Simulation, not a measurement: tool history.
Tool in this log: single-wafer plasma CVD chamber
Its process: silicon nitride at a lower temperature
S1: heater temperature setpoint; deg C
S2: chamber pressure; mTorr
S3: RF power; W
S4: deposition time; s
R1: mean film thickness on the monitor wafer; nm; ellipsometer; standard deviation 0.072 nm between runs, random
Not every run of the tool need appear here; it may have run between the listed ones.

run	day	S1	S2	S3	S4	R1
1	0.000	335	1090	275	26.8	26.061
2	0.333	335	1090	305	26.8	28.510
3	0.458	335	1090	345	26.8	31.249
4	0.788	335	1000	320	26.4	28.507
5	0.988	335	800	320	26.4	27.201
6	1.242	335	800	320	25.5	26.256

For run 7, what comes out?
7	1.492	335	760	305	25.5	?

R1: 24.808 nm
